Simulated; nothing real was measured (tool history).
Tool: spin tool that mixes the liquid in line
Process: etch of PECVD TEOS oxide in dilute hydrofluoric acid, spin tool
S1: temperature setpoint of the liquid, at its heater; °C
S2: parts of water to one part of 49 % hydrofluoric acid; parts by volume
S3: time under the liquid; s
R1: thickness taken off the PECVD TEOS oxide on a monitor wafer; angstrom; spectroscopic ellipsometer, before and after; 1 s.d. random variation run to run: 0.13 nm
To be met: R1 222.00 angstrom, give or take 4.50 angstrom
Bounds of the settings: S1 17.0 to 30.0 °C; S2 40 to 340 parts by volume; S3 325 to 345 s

Run 1, hour 0.0: S1 22.0 °C, S2 190 parts by volume, S3 325 s. Result: R1 191.08 angstrom.
Run 2, hour 4.0: S1 19.0 °C, S2 190 parts by volume, S3 325 s. Result: R1 169.99 angstrom.
Run 3, hour 12.9: S1 19.0 °C, S2 125 parts by volume, S3 325 s. Result: R1 280.17 angstrom.
Run 4, hour 21.0: S1 20.5 °C, S2 125 parts by volume, S3 325 s. Result: R1 298.08 angstrom.
Run 5, hour 26.5: S1 22.5 °C, S2 125 parts by volume, S3 325 s. Result: R1 321.29 angstrom.
Run 6, hour 31.7: S1 21.5 °C, S2 130 parts by volume, S3 325 s. Result: R1 293.53 angstrom.
Run 7, hour 34.2: S1 21.0 °C, S2 135 parts by volume, S3 325 s. Result: R1 275.02 angstrom.
Run 8, hour 36.1: S1 20.5 °C, S2 135 parts by volume, S3 325 s. Result: R1 270.65 angstrom.
Run 9, hour 42.6: S1 20.0 °C, S2 135 parts by volume, S3 325 s. Result: R1 264.89 angstrom.
Run 10, hour 45.1: S1 19.5 °C, S2 135 parts by volume, S3 325 s. Result: R1 258.91 angstrom.
Run 11, hour 46.3: S1 19.0 °C, S2 135 parts by volume, S3 325 s. Result: R1 251.58 angstrom.
Run 12, hour 50.2: S1 18.5 °C, S2 135 parts by volume, S3 325 s. Result: R1 248.61 angstrom.
Run 13, hour 54.8: S1 17.5 °C, S2 140 parts by volume, S3 325 s. Result: R1 228.50 angstrom.

Of the 5 settings listed for the next run, only one would bring every result within its allowed miss of target. Which one?
Run A, hour 59.4: S1 17.5 °C, S2 135 parts by volume, S3 325 s. Result: R1 ?.
Run B, hour 59.4: S1 18.5 °C, S2 140 parts by volume, S3 325 s. Result: R1 ?.
Run C, hour 59.4: S1 18.0 °C, S2 140 parts by volume, S3 325 s. Result: R1 ?.
Run D, hour 59.4: S1 18.5 °C, S2 150 parts by volume, S3 325 s. Result: R1 ?.
Run E, hour 59.4: S1 17.0 °C, S2 140 parts by volume, S3 340 s. Result: R1 ?.

move      R1
   A  239.47
   B  239.34
   C  234.52
   D  221.14
   E  235.48
A: lands further from the targets than the last run did
B: lands further from the targets than the last run did
C: lands further from the targets than the last run did
D: all results in spec
E: lands further from the targets than the last run did
D is the move that brings every result within its allowed miss.
